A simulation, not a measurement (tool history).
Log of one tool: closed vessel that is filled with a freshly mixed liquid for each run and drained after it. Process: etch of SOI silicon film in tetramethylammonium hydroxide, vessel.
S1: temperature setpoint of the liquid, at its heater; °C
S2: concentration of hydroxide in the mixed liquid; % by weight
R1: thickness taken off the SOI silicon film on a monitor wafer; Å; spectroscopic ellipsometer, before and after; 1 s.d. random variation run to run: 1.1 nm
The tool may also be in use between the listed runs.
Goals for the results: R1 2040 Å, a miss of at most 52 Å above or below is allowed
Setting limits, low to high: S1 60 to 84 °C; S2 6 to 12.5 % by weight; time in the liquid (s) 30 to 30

Run 1, hour 0: S1 73 °C, S2 8.5 % by weight, time in the liquid (s) 30. Result: R1 2482.5 Å.
Run 2, hour 5.5: S1 73 °C, S2 7.5 % by weight, time in the liquid (s) 30. Result: R1 2585.4 Å.
Run 3, hour 7.6: S1 73 °C, S2 7.5 % by weight, time in the liquid (s) 30. Result: R1 2592.9 Å.
Run 4, hour 12.4: S1 72 °C, S2 7.5 % by weight, time in the liquid (s) 30. Result: R1 2438.2 Å.
Run 5, hour 20.7: S1 67 °C, S2 7.5 % by weight, time in the liquid (s) 30. Result: R1 1819.3 Å.
Run 6, hour 26.1: S1 67.5 °C, S2 7.5 % by weight, time in the liquid (s) 30. Result: R1 1879.2 Å.
Run 7, hour 34.1: S1 68 °C, S2 7.5 % by weight, time in the liquid (s) 30. Result: R1 1916.6 Å.
Run 8, hour 35.1: S1 68.5 °C, S2 7.5 % by weight, time in the liquid (s) 30. Result: R1 1969.6 Å.

Pick the move, out of 4, that brings all results within their allowed miss; only one does.
Run A, hour 36.1: S1 68.5 °C, S2 8 % by weight, time in the liquid (s) 30. Result: R1 ?.
Run B, hour 36.1: S1 68.5 °C, S2 7 % by weight, time in the liquid (s) 30. Result: R1 ?.
Run C, hour 36.1: S1 67.5 °C, S2 7 % by weight, time in the liquid (s) 30. Result: R1 ?.
Run D, hour 36.1: S1 67 °C, S2 6 % by weight, time in the liquid (s) 30. Result: R1 ?.

move      R1
   A  1949.4
   B  2025.2
   C  1908.4
   D  1921.6
A: further off than the last run
B: each result inside its tolerance
C: further off than the last run
D: further off than the last run
B meets every target.
